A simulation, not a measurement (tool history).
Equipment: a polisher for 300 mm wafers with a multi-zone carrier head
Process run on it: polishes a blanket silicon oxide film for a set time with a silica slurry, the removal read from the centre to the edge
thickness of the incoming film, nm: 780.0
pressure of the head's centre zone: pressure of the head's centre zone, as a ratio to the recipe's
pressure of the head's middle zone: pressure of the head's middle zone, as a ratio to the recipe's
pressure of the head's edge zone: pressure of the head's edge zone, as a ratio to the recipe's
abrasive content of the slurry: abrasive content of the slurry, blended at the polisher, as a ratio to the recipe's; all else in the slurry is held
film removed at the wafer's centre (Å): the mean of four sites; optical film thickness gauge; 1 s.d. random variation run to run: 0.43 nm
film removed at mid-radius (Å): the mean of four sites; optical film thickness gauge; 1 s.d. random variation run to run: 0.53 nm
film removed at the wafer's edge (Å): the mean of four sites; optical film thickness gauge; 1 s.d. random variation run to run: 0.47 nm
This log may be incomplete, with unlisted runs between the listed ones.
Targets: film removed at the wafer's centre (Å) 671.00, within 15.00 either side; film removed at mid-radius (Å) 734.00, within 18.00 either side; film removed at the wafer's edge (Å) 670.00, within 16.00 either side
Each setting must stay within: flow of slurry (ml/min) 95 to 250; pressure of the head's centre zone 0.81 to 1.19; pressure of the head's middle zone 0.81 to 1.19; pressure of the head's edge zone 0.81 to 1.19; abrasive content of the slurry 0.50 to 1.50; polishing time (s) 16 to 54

run  hour  flow of slurry (ml/min)  pressure of the head's centre zone  pressure of the head's middle zone  pressure of the head's edge zone  abrasive content of the slurry  polishing time (s)  film removed at the wafer's centre (Å)  film removed at mid-radius (Å)  film removed at the wafer's edge (Å)
  1   0.0                      160                                1.00                                1.00                              1.00                            1.00                  35                                 1271.60                         1242.10                               1256.60
  2   1.1                      160                                1.00                                1.00                              1.00                            1.00                  29                                 1050.40                         1034.30                               1050.50
  3   4.8                      155                                0.98                                1.01                              0.95                            0.85                  28                                  922.68                          944.16                                926.91
  4  10.5                      155                                0.98                                1.01                              0.95                            0.70                  28                                  837.76                          853.76                                853.06
  5  17.8                      150                                0.97                                1.02                              0.92                            0.65                  27                                  778.17                          808.66                                783.62
  6  21.4                      140                                0.96                                1.02                              0.89                            0.65                  27                                  751.73                          800.36                                764.09
  7  29.0                      130                                0.96                                1.02                              0.87                            0.60                  27                                  718.43                          750.25                                728.30
  8  33.3                      125                                0.96                                1.03                              0.85                            0.60                  27                                  712.74                          752.22                                710.96
  9  34.8                       95                                0.94                                1.04                              0.81                            0.60                  27                                  623.40                          694.00                                665.93
 10  41.0                       95                                0.94                                1.04                              0.81                            0.60                  27                                  624.60                          696.03                                660.62
 11  41.9                      100                                0.94                                1.05                              0.81                            0.60                  27                                  649.93                          701.10                                667.91
 12  46.9                      105                                0.93                                1.07                              0.81                            0.60                  27                                  649.42                          729.14                                679.82

Consider the 4 candidate settings below. Which is the only one whose results all fall within their allowed miss of target?
  A  51.9                      110                                0.93                                1.08                              0.82                            0.55                  27                                       ?                               ?                                     ?
  B  51.9                      110                                0.91                                1.08                              0.87                            0.50                  28                                       ?                               ?                                     ?
  C  51.9                      105                                0.97                                1.08                              0.81                            0.85                  23                                       ?                               ?                                     ?
  D  51.9                       95                                0.87                                1.02                              0.89                            0.50                  31                                       ?                               ?                                     ?

move  film removed at the wafer's centre (Å)  film removed at mid-radius (Å)  film removed at the wafer's edge (Å)
   A                                  631.59                          727.03                                663.08
   B                                  614.37                          722.12                                670.39
   C                                  665.59                          737.38                                673.40
   D                                  615.03                          724.97                                723.63
A: its largest miss is bigger than the last run's
B: its largest miss is bigger than the last run's
C: every result within its allowed miss
D: its largest miss is bigger than the last run's
Move C is the one to make.
